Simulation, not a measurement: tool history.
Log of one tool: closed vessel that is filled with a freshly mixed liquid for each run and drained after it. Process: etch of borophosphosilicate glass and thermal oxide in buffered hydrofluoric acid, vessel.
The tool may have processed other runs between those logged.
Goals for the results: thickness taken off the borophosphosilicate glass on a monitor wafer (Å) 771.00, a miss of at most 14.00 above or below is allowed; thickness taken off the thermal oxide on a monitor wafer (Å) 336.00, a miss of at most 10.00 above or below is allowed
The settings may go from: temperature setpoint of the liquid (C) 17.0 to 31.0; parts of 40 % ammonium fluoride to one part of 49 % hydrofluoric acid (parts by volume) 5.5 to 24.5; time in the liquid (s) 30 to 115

run,day,temperature setpoint of the liquid (C),parts of 40 % ammonium fluoride to one part of 49 % hydrofluoric acid (parts by volume),time in the liquid (s),thickness taken off the borophosphosilicate glass on a monitor wafer (Å),thickness taken off the thermal oxide on a monitor wafer (Å)
1,0.000,23.0,15.0,60,959.65,419.46
2,0.042,22.5,15.0,60,931.58,404.89
3,0.362,20.5,15.0,60,837.75,362.84
4,0.588,20.5,19.0,60,664.15,288.01
5,0.712,20.5,19.0,50,550.69,241.44
6,1.079,21.5,19.0,50,582.30,256.61
7,1.408,22.0,19.0,50,607.05,259.56
8,1.592,22.5,19.0,50,619.91,266.64

Which of these 5 next moves meets every target?
A,1.775,19.5,13.0,45,?,?
B,1.775,20.5,18.0,70,?,?
C,1.775,19.5,15.5,60,?,?
D,1.775,17.5,13.0,60,?,?
E,1.775,25.0,18.0,55,?,?

move,thickness taken off the borophosphosilicate glass on a monitor wafer (Å),thickness taken off the thermal oxide on a monitor wafer (Å)
A,683.33,294.47
B,814.41,351.73
C,765.78,330.31
D,814.76,350.60
E,818.00,354.18
A: moves toward the targets from the last run without getting all of them in spec
B: takes the biggest miss from the last run beyond its target
C: all results in spec
D: takes the biggest miss from the last run beyond its target
E: takes the biggest miss from the last run beyond its target
C meets every target.

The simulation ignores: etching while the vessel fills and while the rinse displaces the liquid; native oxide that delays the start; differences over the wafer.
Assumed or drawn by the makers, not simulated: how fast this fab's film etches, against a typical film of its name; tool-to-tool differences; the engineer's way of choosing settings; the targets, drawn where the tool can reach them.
